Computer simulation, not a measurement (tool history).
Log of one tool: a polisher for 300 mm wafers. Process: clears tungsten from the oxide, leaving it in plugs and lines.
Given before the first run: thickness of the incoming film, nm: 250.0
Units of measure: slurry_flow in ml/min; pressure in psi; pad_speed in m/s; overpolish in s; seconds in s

| run | day | slurry_flow | pressure | pad_speed | slurry_solids | overpolish | seconds |
|---|---|---|---|---|---|---|---|
| 1 | 0.000 | 145 | 2.9 | 1.12 | 1.0 | 21 | 75.141 |
| 2 | 0.221 | 140 | 2.9 | 1.12 | 1.0 | 21 | 76.808 |
| 3 | 0.283 | 135 | 2.9 | 1.12 | 1.0 | 21 | 77.470 |
| 4 | 0.629 | 130 | 2.9 | 1.12 | 1.0 | 21 | 78.403 |
| 5 | 1.000 | 130 | 3.4 | 1.12 | 1.0 | 21 | 66.612 |
| 6 | 1.350 | 105 | 3.4 | 1.12 | 1.0 | 21 | 70.118 |

Run 7 has not been measured yet. What should we expect?
| 7 | 1.629 | 105 | 3.3 | 1.12 | 1.0 | 21 | ? |

Run 7 yielded seconds 71.333 s.
